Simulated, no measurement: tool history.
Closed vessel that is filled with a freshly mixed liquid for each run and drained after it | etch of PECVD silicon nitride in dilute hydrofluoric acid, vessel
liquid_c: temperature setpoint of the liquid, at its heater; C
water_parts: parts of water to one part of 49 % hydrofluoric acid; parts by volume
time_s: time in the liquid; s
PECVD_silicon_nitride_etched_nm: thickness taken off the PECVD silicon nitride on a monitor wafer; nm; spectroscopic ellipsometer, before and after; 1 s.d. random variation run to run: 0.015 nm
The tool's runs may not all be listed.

run  hour  liquid_c  water_parts  time_s  PECVD_silicon_nitride_etched_nm
  1   0.0      24.0          205     395                           7.2689
  2   5.6      21.0          205     395                           5.9347
  3  11.3      20.5          205     395                           5.8056
  4  17.9      22.0          205     395                           6.3940
  5  20.2      22.0          205     395                           6.4363
  6  22.9      22.0          145     395                           8.9518
  7  29.9      21.5          155     395                           8.1476

Estimate the outcome of run 8 from the log above:
  8  35.1      17.5          220     390                                ?

PECVD_silicon_nitride_etched_nm: 4.4058 nm
